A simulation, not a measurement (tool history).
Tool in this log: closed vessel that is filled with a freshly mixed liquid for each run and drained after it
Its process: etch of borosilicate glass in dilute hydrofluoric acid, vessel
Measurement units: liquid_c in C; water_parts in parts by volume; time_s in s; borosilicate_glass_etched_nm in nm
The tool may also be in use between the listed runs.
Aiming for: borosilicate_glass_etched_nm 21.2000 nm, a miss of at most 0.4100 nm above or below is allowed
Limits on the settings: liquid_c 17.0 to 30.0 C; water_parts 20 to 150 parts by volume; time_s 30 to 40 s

run,hour,liquid_c,water_parts,time_s,borosilicate_glass_etched_nm
1,0.0,22.0,85,40,10.9190
2,1.7,22.0,95,40,9.6934
3,8.5,24.5,85,40,12.1610
4,17.6,22.0,85,40,10.9130
5,24.1,22.0,85,30,8.2547
6,25.5,24.5,70,30,11.2990
7,31.0,26.0,55,35,18.1620
8,40.3,27.0,55,35,18.9030
9,43.2,27.0,55,35,19.0300
10,44.4,27.5,55,35,19.3670
11,46.6,28.0,55,35,19.5790

4 candidate next runs follow, results not yet known. Just one meets every target within its allowed miss. Identify it.
A,48.8,26.5,55,40,?
B,48.8,25.0,50,40,?
C,48.8,29.5,45,30,?
D,48.8,28.0,55,40,?

move,borosilicate_glass_etched_nm
A,21.0550
B,21.9460
C,22.0740
D,22.3550
A: meets every target
B: the result that was furthest off in the last run now lies on the other side of its target
C: the result that was furthest off in the last run now lies on the other side of its target
D: the result that was furthest off in the last run now lies on the other side of its target
So the answer is move A, the one that meets all the targets.
